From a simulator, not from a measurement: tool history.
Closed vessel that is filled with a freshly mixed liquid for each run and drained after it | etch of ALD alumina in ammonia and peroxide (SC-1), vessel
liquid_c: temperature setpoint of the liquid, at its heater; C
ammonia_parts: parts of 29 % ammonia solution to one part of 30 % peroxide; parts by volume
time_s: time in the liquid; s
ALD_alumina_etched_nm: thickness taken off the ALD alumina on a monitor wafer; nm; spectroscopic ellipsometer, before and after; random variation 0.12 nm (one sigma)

run 1 hour=0.0 | liquid_c=50.0 ammonia_parts=0.70 time_s=340 | ALD_alumina_etched_nm=20.944
run 2 hour=6.9 | liquid_c=50.5 ammonia_parts=0.70 time_s=340 | ALD_alumina_etched_nm=21.385
run 3 hour=9.7 | liquid_c=50.5 ammonia_parts=0.55 time_s=340 | ALD_alumina_etched_nm=20.922
run 4 hour=12.7 | liquid_c=51.0 ammonia_parts=0.55 time_s=340 | ALD_alumina_etched_nm=21.566
run 5 hour=22.0 | liquid_c=51.0 ammonia_parts=0.55 time_s=340 | ALD_alumina_etched_nm=21.649
run 6 hour=30.1 | liquid_c=51.0 ammonia_parts=0.55 time_s=265 | ALD_alumina_etched_nm=16.645

The next listed run, before its measurement:
run 7 hour=38.2 | liquid_c=52.5 ammonia_parts=0.55 time_s=265 | ALD_alumina_etched_nm=?

{"run 7": {"ALD_alumina_etched_nm": 18.021}}
